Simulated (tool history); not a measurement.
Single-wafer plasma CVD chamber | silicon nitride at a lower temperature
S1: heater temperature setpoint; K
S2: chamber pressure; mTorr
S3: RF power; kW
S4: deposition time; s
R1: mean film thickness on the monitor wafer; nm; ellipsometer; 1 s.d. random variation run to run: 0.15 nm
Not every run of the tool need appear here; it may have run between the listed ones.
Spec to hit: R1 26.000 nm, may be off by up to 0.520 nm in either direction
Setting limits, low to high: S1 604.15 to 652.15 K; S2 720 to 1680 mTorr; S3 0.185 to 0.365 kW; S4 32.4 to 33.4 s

{"run": 1, "hour": 0.0, "S1": 628.15, "S2": 1200, "S3": 0.275, "S4": 32.4, "R1": 30.72}
{"run": 2, "hour": 4.5, "S1": 628.15, "S2": 1160, "S3": 0.27, "S4": 32.4, "R1": 30.05}
{"run": 3, "hour": 5.6, "S1": 621.15, "S2": 1160, "S3": 0.27, "S4": 32.4, "R1": 30.303}
{"run": 4, "hour": 12.7, "S1": 621.15, "S2": 1120, "S3": 0.265, "S4": 32.4, "R1": 29.634}
{"hour": 19.2, "done": "thermocouple changed; heater temperature recalibrated"}
{"run": 5, "hour": 19.2, "S1": 614.15, "S2": 1120, "S3": 0.265, "S4": 32.4, "R1": 29.487}
{"run": 6, "hour": 23.1, "S1": 609.15, "S2": 1120, "S3": 0.265, "S4": 32.4, "R1": 29.265}
{"run": 7, "hour": 24.1, "S1": 609.15, "S2": 1090, "S3": 0.265, "S4": 32.4, "R1": 29.604}
{"run": 8, "hour": 26.7, "S1": 609.15, "S2": 1070, "S3": 0.26, "S4": 32.4, "R1": 28.891}
{"run": 9, "hour": 32.0, "S1": 609.15, "S2": 1040, "S3": 0.255, "S4": 32.4, "R1": 28.261}
{"run": 10, "hour": 37.7, "S1": 609.15, "S2": 1020, "S3": 0.255, "S4": 32.4, "R1": 28.161}
{"run": 11, "hour": 41.2, "S1": 609.15, "S2": 1000, "S3": 0.255, "S4": 32.4, "R1": 28.118}
{"run": 12, "hour": 49.1, "S1": 609.15, "S2": 980, "S3": 0.255, "S4": 32.4, "R1": 27.783}
{"run": 13, "hour": 56.7, "S1": 609.15, "S2": 960, "S3": 0.255, "S4": 32.4, "R1": 27.887}
{"run": 14, "hour": 62.6, "S1": 609.15, "S2": 940, "S3": 0.255, "S4": 32.4, "R1": 27.938}
{"run": 15, "hour": 70.0, "S1": 609.15, "S2": 930, "S3": 0.255, "S4": 32.4, "R1": 27.469}
{"run": 16, "hour": 74.2, "S1": 609.15, "S2": 910, "S3": 0.255, "S4": 32.4, "R1": 27.425}
{"run": 17, "hour": 80.6, "S1": 609.15, "S2": 890, "S3": 0.255, "S4": 32.4, "R1": 26.891}

4 candidate next runs follow, results not yet known. Just one meets every target within its allowed miss. Identify it.
{"run": "A", "hour": 87.0, "S1": 605.15, "S2": 820, "S3": 0.255, "S4": 33.4, "R1": "?"}
{"run": "B", "hour": 87.0, "S1": 609.15, "S2": 720, "S3": 0.265, "S4": 33.4, "R1": "?"}
{"run": "C", "hour": 87.0, "S1": 620.15, "S2": 750, "S3": 0.26, "S4": 33.3, "R1": "?"}
{"run": "D", "hour": 87.0, "S1": 609.15, "S2": 810, "S3": 0.25, "S4": 32.4, "R1": "?"}

move=A R1=27.645
move=B R1=27.220
move=C R1=27.015
move=D R1=26.362
A: misses by more than the last run did
B: misses by more than the last run did
C: misses by more than the last run did
D: each result inside its tolerance
Move D is the one to make.

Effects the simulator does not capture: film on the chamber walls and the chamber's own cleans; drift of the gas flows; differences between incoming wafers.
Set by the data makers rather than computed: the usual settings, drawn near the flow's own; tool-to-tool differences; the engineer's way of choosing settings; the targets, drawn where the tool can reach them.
